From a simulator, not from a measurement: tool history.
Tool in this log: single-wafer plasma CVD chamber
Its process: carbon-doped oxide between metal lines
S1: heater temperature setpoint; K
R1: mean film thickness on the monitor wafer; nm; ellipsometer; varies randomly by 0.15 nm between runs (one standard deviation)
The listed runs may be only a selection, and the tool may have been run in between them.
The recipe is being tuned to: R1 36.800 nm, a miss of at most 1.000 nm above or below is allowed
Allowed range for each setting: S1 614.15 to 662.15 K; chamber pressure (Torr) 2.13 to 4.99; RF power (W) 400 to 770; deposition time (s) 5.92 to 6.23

Run 1, hour 0.0: S1 638.15 K, chamber pressure (Torr) 3.56, RF power (W) 585, deposition time (s) 6.23. Result: R1 31.574 nm.
Run 2, hour 5.2: S1 643.15 K, chamber pressure (Torr) 3.56, RF power (W) 585, deposition time (s) 6.23. Result: R1 30.914 nm.
Run 3, hour 9.9: S1 643.15 K, chamber pressure (Torr) 3.56, RF power (W) 625, deposition time (s) 6.23. Result: R1 32.361 nm.
Run 4, hour 18.7: S1 647.15 K, chamber pressure (Torr) 3.56, RF power (W) 625, deposition time (s) 6.23. Result: R1 32.114 nm.
Run 5, hour 25.4: S1 646.15 K, chamber pressure (Torr) 3.63, RF power (W) 645, deposition time (s) 6.23. Result: R1 32.432 nm.
Run 6, hour 33.0: S1 644.15 K, chamber pressure (Torr) 3.65, RF power (W) 665, deposition time (s) 6.23. Result: R1 33.451 nm.
Run 7, hour 40.2: S1 643.15 K, chamber pressure (Torr) 3.68, RF power (W) 680, deposition time (s) 6.23. Result: R1 33.860 nm.
Run 8, hour 42.2: S1 642.15 K, chamber pressure (Torr) 3.70, RF power (W) 695, deposition time (s) 6.23. Result: R1 34.411 nm.
Run 9, hour 44.3: S1 641.15 K, chamber pressure (Torr) 3.72, RF power (W) 705, deposition time (s) 6.23. Result: R1 35.142 nm.
Run 10, hour 52.4: S1 640.15 K, chamber pressure (Torr) 3.74, RF power (W) 710, deposition time (s) 6.23. Result: R1 34.896 nm.
Run 11, hour 60.7: S1 640.15 K, chamber pressure (Torr) 3.75, RF power (W) 720, deposition time (s) 6.23. Result: R1 35.393 nm.
Run 12, hour 66.1: S1 640.15 K, chamber pressure (Torr) 3.76, RF power (W) 725, deposition time (s) 6.23. Result: R1 35.550 nm.
Run 13, hour 67.2: S1 640.15 K, chamber pressure (Torr) 3.77, RF power (W) 730, deposition time (s) 6.23. Result: R1 35.475 nm.

5 candidate next runs follow, results not yet known. Just one meets every target within its allowed miss. Identify it.
Run A, hour 68.3: S1 638.15 K, chamber pressure (Torr) 3.66, RF power (W) 740, deposition time (s) 6.04. Result: R1 ?.
Run B, hour 68.3: S1 633.15 K, chamber pressure (Torr) 3.38, RF power (W) 705, deposition time (s) 6.17. Result: R1 ?.
Run C, hour 68.3: S1 633.15 K, chamber pressure (Torr) 3.56, RF power (W) 770, deposition time (s) 6.18. Result: R1 ?.
Run D, hour 68.3: S1 639.15 K, chamber pressure (Torr) 3.93, RF power (W) 715, deposition time (s) 5.92. Result: R1 ?.
Run E, hour 68.3: S1 655.15 K, chamber pressure (Torr) 3.73, RF power (W) 705, deposition time (s) 6.23. Result: R1 ?.

move      R1
   A  34.711
   B  34.613
   C  36.642
   D  33.611
   E  33.590
A: lands further from the targets than the last run did
B: lands further from the targets than the last run did
C: all results in spec
D: lands further from the targets than the last run did
E: lands further from the targets than the last run did
C is the move that brings every result within its allowed miss.
